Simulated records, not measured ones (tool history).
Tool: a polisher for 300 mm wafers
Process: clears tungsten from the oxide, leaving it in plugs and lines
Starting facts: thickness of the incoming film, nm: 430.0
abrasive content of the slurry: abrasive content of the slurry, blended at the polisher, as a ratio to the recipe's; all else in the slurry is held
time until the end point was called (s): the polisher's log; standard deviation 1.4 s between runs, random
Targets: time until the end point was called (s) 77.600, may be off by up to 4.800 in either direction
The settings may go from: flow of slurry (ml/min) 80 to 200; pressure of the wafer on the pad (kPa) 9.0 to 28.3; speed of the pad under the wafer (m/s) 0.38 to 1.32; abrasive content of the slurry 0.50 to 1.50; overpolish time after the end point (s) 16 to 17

run,hour,flow of slurry (ml/min),pressure of the wafer on the pad (kPa),speed of the pad under the wafer (m/s),abrasive content of the slurry,overpolish time after the end point (s),time until the end point was called (s)
1,0.0,130,18.6,0.84,1.00,16,136.880
2,1.1,130,20.0,0.86,1.00,16,119.860
3,2.2,130,21.4,0.86,1.00,16,116.050
4,10.0,130,22.8,0.88,1.00,16,110.310
5,17.2,130,22.8,0.98,1.00,16,94.994
6,20.9,115,22.8,0.98,1.00,16,101.850
7,21.6,115,22.8,0.98,1.00,16,101.270
8,22.9,120,23.4,0.98,1.00,16,94.287
9,28.1,125,24.1,0.98,1.00,16,92.015
10,36.5,130,24.8,0.98,1.00,16,90.629
11,43.9,130,25.5,0.98,1.00,16,90.355
12,50.1,130,26.2,1.00,1.00,16,83.044

Of the 4 settings listed for the next run, only one would bring every result within its allowed miss of target. Which one?
A,56.3,130,26.2,0.98,0.85,16,?
B,56.3,135,28.3,0.90,0.95,16,?
C,56.3,130,26.2,0.94,1.05,16,?
D,56.3,170,21.4,1.22,1.10,17,?

move,time until the end point was called (s)
A,90.815
B,87.969
C,88.323
D,78.257
A: moves away from the targets compared with the last run
B: moves away from the targets compared with the last run
C: moves away from the targets compared with the last run
D: meets every target
Correct choice: D, which meets every target

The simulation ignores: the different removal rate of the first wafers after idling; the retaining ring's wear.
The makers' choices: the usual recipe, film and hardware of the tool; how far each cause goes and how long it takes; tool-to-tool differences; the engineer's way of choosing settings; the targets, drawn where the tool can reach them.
